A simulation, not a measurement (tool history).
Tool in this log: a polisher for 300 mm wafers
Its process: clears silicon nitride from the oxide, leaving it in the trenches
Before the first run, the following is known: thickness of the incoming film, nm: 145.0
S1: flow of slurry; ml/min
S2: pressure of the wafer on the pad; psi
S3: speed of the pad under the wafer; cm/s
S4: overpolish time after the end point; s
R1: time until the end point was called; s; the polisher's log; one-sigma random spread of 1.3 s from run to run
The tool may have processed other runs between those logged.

run 1 hour=0.0 | S1=270 S2=3.4 S3=82 S4=4 | R1=142.19
run 2 hour=2.9 | S1=270 S2=3.3 S3=82 S4=4 | R1=147.00
run 3 hour=11.1 | S1=270 S2=2.8 S3=82 S4=4 | R1=170.42
run 4 hour=12.0 | S1=270 S2=3.5 S3=82 S4=4 | R1=136.62
run 5 hour=12.8 | S1=270 S2=3.4 S3=82 S4=4 | R1=143.80
run 6 hour=17.7 | S1=270 S2=3.3 S3=82 S4=4 | R1=146.86

Run 7 is up next; what results do you expect?
run 7 hour=20.2 | S1=270 S2=3.2 S3=82 S4=4 | R1=?

{"run 7": {"R1": 149.63}}

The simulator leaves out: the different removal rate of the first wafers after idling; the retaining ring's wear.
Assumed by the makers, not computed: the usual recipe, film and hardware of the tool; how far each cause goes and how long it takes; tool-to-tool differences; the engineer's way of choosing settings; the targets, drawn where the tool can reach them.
